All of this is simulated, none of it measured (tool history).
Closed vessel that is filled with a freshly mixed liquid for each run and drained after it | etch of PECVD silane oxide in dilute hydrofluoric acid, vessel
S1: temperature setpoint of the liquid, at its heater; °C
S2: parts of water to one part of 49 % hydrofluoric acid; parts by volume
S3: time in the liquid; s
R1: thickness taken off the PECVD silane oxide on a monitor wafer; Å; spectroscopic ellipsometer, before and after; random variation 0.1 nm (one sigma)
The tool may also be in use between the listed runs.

run	day	S1	S2	S3	R1
1	0.000	22.0	55	30	86.907
2	0.346	22.0	65	30	72.300
3	0.533	19.5	65	30	65.955
4	0.650	21.5	60	30	77.696
5	0.779	21.5	60	30	78.567
6	0.883	21.5	40	30	119.020
7	1.096	22.5	40	30	125.030

Forecast run 8:
8	1.258	23.0	40	30	?

R1: 128.380 Å
